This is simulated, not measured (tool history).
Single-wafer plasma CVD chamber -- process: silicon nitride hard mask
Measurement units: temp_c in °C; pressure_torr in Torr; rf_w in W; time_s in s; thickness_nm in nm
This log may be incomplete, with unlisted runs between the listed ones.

| run | hour | temp_c | pressure_torr | rf_w | time_s | thickness_nm |
|---|---|---|---|---|---|---|
| 1 | 0 | 395 | 1.26 | 260 | 41.9 | 39.048 |
| 2 | 6.8 | 395 | 1.35 | 275 | 41.9 | 41.857 |
| 3 | 10.1 | 395 | 1.35 | 260 | 41.9 | 40.364 |
| 4 | 14.5 | 395 | 1.35 | 260 | 39.8 | 38.324 |
| 5 | 19 | 395 | 1.41 | 275 | 40.1 | 40.762 |
| 6 | 24.3 | 395 | 1.46 | 290 | 40.4 | 43.193 |
|  | 26.6 | RF generator calibrated |
| 7 | 26.6 | 395 | 1.46 | 290 | 40.4 | 45.406 |
| 8 | 34.6 | 395 | 1.51 | 295 | 40.4 | 46.682 |
| 9 | 40.8 | 395 | 1.56 | 295 | 40.4 | 47.352 |
| 10 | 42.7 | 395 | 1.6 | 300 | 40.4 | 48.282 |

Run 11 has not been measured yet. What should we expect?
| 11 | 51.4 | 395 | 1.63 | 305 | 40.4 | ? |

thickness_nm: 49.252 nm

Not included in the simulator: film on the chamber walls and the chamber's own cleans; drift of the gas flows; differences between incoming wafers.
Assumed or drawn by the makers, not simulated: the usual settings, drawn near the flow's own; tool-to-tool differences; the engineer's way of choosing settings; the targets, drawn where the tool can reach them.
